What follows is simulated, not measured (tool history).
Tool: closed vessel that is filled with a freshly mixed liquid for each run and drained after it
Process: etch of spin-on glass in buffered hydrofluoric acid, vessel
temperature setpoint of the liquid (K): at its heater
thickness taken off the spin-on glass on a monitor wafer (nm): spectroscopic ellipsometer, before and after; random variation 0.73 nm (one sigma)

| run | hour | temperature setpoint of the liquid (K) | parts of 40 % ammonium fluoride to one part of 49 % hydrofluoric acid (parts by volume) | time in the liquid (s) | thickness taken off the spin-on glass on a monitor wafer (nm) |
|---|---|---|---|---|---|
| 1 | 0.0 | 294.15 | 19.0 | 105 | 135.37 |
| 2 | 3.2 | 293.15 | 19.5 | 105 | 126.01 |
| 3 | 5.2 | 293.15 | 14.5 | 105 | 171.09 |
| 4 | 11.1 | 293.15 | 14.5 | 115 | 187.37 |
| 5 | 19.1 | 291.65 | 14.5 | 115 | 171.47 |
| 6 | 20.3 | 293.65 | 14.5 | 115 | 191.73 |
| 7 | 29.2 | 292.65 | 17.5 | 115 | 149.47 |
| 8 | 36.3 | 291.65 | 18.5 | 115 | 135.11 |
| 9 | 44.1 | 291.15 | 19.5 | 115 | 125.00 |

The next listed run, before its measurement:
| 10 | 50.3 | 290.65 | 20.5 | 115 | ? |

{"run 10": {"thickness taken off the spin-on glass on a monitor wafer (nm)": 116.2}}

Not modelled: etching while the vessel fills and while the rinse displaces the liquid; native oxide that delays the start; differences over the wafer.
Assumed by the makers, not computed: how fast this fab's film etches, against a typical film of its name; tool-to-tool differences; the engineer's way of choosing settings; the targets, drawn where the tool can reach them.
